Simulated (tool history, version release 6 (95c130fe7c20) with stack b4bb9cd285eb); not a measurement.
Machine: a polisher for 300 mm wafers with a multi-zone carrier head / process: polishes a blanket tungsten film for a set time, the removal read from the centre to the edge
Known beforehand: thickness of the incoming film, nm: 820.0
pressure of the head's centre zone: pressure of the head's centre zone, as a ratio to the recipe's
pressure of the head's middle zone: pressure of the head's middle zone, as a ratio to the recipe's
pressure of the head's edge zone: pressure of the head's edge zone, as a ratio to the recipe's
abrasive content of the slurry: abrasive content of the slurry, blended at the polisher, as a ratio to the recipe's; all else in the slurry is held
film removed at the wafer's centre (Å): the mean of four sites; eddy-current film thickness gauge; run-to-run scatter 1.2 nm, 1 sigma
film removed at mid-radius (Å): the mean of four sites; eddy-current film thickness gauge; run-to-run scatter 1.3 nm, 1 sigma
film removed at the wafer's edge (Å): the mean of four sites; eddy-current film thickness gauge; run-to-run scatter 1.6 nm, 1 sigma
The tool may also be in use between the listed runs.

run,hour,flow of slurry (ml/min),pressure of the head's centre zone,pressure of the head's middle zone,pressure of the head's edge zone,abrasive content of the slurry,polishing time (s),film removed at the wafer's centre (Å),film removed at mid-radius (Å),film removed at the wafer's edge (Å)
1,0.0,315,1.00,1.00,1.00,1.00,46,943.05,933.44,943.60
2,4.4,315,1.00,1.00,0.92,1.00,46,946.72,924.00,895.30
3,11.8,315,1.06,1.00,0.92,1.00,46,1013.80,923.12,910.52
4,20.8,275,1.06,1.00,0.92,1.00,46,999.77,922.06,878.22
5,29.1,205,1.06,1.00,0.92,1.00,46,971.70,896.22,889.60
6,34.5,205,1.06,1.00,0.92,0.85,46,936.55,851.02,843.14
7,40.5,250,1.13,1.10,1.02,1.10,56,1306.10,1204.50,1146.50

What will run 8 give?
8,45.0,260,1.12,1.11,1.05,1.20,57,?,?,?

Run 8 yielded film removed at the wafer's centre (Å) 1350.00, film removed at mid-radius (Å) 1284.00, film removed at the wafer's edge (Å) 1222.40.
